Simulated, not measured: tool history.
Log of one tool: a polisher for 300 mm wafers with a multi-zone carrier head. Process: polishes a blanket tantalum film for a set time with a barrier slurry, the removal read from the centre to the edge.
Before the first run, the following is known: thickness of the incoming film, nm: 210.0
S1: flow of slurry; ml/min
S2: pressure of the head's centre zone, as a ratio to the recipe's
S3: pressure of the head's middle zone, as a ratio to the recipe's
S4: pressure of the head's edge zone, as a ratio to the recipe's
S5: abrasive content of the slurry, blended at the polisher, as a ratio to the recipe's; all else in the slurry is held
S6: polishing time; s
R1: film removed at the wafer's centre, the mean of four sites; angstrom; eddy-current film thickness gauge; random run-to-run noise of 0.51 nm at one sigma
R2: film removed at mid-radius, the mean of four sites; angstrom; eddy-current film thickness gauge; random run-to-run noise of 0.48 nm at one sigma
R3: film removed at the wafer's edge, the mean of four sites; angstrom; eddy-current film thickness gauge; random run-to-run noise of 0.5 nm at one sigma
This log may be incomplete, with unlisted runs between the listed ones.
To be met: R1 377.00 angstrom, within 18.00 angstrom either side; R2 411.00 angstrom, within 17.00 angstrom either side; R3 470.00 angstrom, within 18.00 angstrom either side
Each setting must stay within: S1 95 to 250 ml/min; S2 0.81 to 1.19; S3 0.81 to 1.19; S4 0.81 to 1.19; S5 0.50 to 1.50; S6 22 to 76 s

run	hour	S1	S2	S3	S4	S5	S6	R1	R2	R3
1	0.0	160	1.00	1.00	1.00	1.00	49	740.84	724.55	735.65
2	3.3	200	1.00	1.00	1.00	1.00	49	767.07	773.42	742.05
3	6.4	200	1.00	1.00	1.00	1.00	57	894.59	871.49	873.08
4	9.1	200	1.00	1.00	1.00	0.80	57	842.52	820.03	817.93
5	17.5	180	0.94	0.96	1.01	0.70	50	643.18	674.19	696.13
6	24.1	165	0.91	0.91	1.00	0.65	45	534.50	545.16	596.19
7	27.4	155	0.88	0.89	0.98	0.60	43	485.19	490.81	543.77
8	28.2	145	0.86	0.89	0.99	0.55	41	439.57	456.30	499.43
9	30.6	135	0.84	0.88	1.02	0.55	41	421.42	443.77	514.51
10	33.4	110	0.81	0.88	0.97	0.50	39	354.39	387.90	436.30
11	34.8	115	0.81	0.88	0.99	0.50	39	348.94	394.10	442.74
12	36.2	120	0.81	0.88	1.00	0.50	39	358.14	401.29	451.82

Which of these 5 next moves meets every target?
A	37.6	130	0.91	0.81	1.16	0.60	37	?	?	?
B	37.6	100	0.85	0.83	1.03	0.60	42	?	?	?
C	37.6	115	0.83	0.81	1.02	0.50	40	?	?	?
D	37.6	105	0.84	0.90	1.04	0.55	39	?	?	?
E	37.6	95	0.86	0.81	1.02	0.55	40	?	?	?

move	R1	R2	R3
A	415.96	382.45	501.81
B	408.37	414.54	512.15
C	374.18	379.32	470.28
D	370.64	405.98	468.92
E	376.26	370.96	467.74
A: pushes the last run's worst result past its target
B: pushes the last run's worst result past its target
C: brings the last run's worst result on target, with another outside its allowed miss
D: hits every target within its allowed miss
E: brings the last run's worst result on target, with another outside its allowed miss
Go with D: it meets all targets.
